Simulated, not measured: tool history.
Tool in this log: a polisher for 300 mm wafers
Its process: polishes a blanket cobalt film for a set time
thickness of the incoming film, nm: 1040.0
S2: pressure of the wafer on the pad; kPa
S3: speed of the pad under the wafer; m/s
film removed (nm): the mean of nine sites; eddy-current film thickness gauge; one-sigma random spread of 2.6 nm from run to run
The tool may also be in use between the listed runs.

{"run": 1, "day": 0.0, "flow of slurry (ml/min)": 160, "S2": 11.7, "S3": 1, "polishing time (s)": 29, "film removed (nm)": 141.56}
{"run": 2, "day": 0.158, "flow of slurry (ml/min)": 160, "S2": 9, "S3": 1, "polishing time (s)": 29, "film removed (nm)": 112.07}
{"run": 3, "day": 0.433, "flow of slurry (ml/min)": 165, "S2": 11.7, "S3": 1.02, "polishing time (s)": 29, "film removed (nm)": 147.57}
{"run": 4, "day": 0.662, "flow of slurry (ml/min)": 175, "S2": 13.1, "S3": 1.02, "polishing time (s)": 29, "film removed (nm)": 165.45}
{"run": 5, "day": 0.817, "flow of slurry (ml/min)": 175, "S2": 14.5, "S3": 1.02, "polishing time (s)": 29, "film removed (nm)": 179.15}
{"run": 6, "day": 0.896, "flow of slurry (ml/min)": 175, "S2": 14.5, "S3": 1.02, "polishing time (s)": 29, "film removed (nm)": 181}
{"run": 7, "day": 1.158, "flow of slurry (ml/min)": 180, "S2": 15.9, "S3": 1.02, "polishing time (s)": 29, "film removed (nm)": 197.34}
{"run": 8, "day": 1.508, "flow of slurry (ml/min)": 185, "S2": 16.5, "S3": 1.02, "polishing time (s)": 29, "film removed (nm)": 208.55}
{"run": 9, "day": 1.742, "flow of slurry (ml/min)": 185, "S2": 17.2, "S3": 1.02, "polishing time (s)": 29, "film removed (nm)": 215.66}
{"run": 10, "day": 2.071, "flow of slurry (ml/min)": 190, "S2": 17.9, "S3": 1.02, "polishing time (s)": 29, "film removed (nm)": 220.34}

Run 11, settings as shown, results not yet in. Your forecast:
{"run": 11, "day": 2.333, "flow of slurry (ml/min)": 190, "S2": 17.9, "S3": 1.04, "polishing time (s)": 29, "film removed (nm)": "?"}

Run 11 came out at film removed (nm) 227.18.
